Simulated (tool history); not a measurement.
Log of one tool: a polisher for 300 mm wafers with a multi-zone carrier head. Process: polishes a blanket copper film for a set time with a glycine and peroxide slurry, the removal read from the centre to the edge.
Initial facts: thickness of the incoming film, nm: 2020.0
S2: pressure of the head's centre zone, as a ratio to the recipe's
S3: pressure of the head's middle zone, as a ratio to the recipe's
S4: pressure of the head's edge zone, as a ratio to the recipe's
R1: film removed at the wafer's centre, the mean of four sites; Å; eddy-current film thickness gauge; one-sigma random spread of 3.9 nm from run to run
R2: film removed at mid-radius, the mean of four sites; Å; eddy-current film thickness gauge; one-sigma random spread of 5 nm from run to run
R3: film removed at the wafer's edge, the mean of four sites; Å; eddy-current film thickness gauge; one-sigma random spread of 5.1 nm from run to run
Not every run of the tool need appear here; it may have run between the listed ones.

Run 1, hour 0.0: flow of slurry (ml/min) 140, S2 1.00, S3 1.00, S4 1.00, polishing time (s) 70. Result: R1 4835.7 Å, R2 4732.8 Å, R3 4705.8 Å.
Run 2, hour 7.8: flow of slurry (ml/min) 140, S2 1.01, S3 0.98, S4 0.98, polishing time (s) 70. Result: R1 4925.2 Å, R2 4731.5 Å, R3 4647.7 Å.
Run 3, hour 14.5: flow of slurry (ml/min) 140, S2 0.94, S3 0.98, S4 0.98, polishing time (s) 70. Result: R1 4604.2 Å, R2 4773.9 Å, R3 4722.5 Å.
Run 4, hour 20.0: flow of slurry (ml/min) 140, S2 0.94, S3 0.98, S4 0.98, polishing time (s) 81. Result: R1 5322.1 Å, R2 5494.6 Å, R3 5473.4 Å.
Run 5, hour 26.3: flow of slurry (ml/min) 140, S2 0.86, S3 0.98, S4 0.98, polishing time (s) 81. Result: R1 5040.8 Å, R2 5410.8 Å, R3 5459.8 Å.
Run 6, hour 34.7: flow of slurry (ml/min) 135, S2 0.90, S3 0.95, S4 0.96, polishing time (s) 79. Result: R1 5032.2 Å, R2 5193.5 Å, R3 5316.6 Å.

The next listed run, before its measurement:
Run 7, hour 35.4: flow of slurry (ml/min) 155, S2 1.00, S3 0.85, S4 0.86, polishing time (s) 60. Result: R1 ?, R2 ?, R3 ?.

Run 7 came out at R1 4257.9 Å, R2 3657.8 Å, R3 3892.9 Å.
